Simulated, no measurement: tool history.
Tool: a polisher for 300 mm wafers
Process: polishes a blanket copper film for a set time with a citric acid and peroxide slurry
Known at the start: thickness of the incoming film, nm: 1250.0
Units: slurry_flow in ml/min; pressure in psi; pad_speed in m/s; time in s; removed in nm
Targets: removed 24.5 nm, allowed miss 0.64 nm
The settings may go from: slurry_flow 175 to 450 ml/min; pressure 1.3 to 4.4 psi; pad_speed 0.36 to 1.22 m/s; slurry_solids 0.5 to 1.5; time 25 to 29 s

| run | hour | slurry_flow | pressure | pad_speed | slurry_solids | time | removed |
|---|---|---|---|---|---|---|---|
| 1 | 0 | 290 | 2.8 | 0.78 | 1 | 29 | 48.664 |
| 2 | 4.7 | 360 | 2.8 | 0.78 | 1 | 29 | 49.427 |
| 3 | 12.1 | 360 | 2.8 | 0.78 | 1 | 29 | 49.421 |
| 4 | 16.7 | 360 | 2.8 | 0.58 | 1 | 29 | 36.57 |
| 5 | 25.6 | 360 | 2.4 | 0.58 | 1 | 29 | 32.716 |
| 6 | 28 | 360 | 2.1 | 0.58 | 1 | 29 | 28.965 |
| 7 | 35.7 | 360 | 1.9 | 0.58 | 1 | 29 | 26.534 |
| 8 | 39.1 | 360 | 1.8 | 0.58 | 1 | 29 | 25.233 |

5 next moves are on the table. One of them brings every result within its allowed miss. Which?
| A | 42.5 | 370 | 1.8 | 0.54 | 0.85 | 29 | ? |
| B | 42.5 | 350 | 2.7 | 0.44 | 1.2 | 25 | ? |
| C | 42.5 | 380 | 2.7 | 0.38 | 0.75 | 29 | ? |
| D | 42.5 | 290 | 1.9 | 0.56 | 0.8 | 28 | ? |
| E | 42.5 | 330 | 1.9 | 0.48 | 1.2 | 29 | ? |

| move | removed |
|---|---|
| A | 22.677 |
| B | 24.444 |
| C | 22.473 |
| D | 22.982 |
| E | 22.717 |
A: takes the result that was furthest off past its target
B: meets every target
C: takes the result that was furthest off past its target
D: takes the result that was furthest off past its target
E: takes the result that was furthest off past its target
Move B is the one to make.
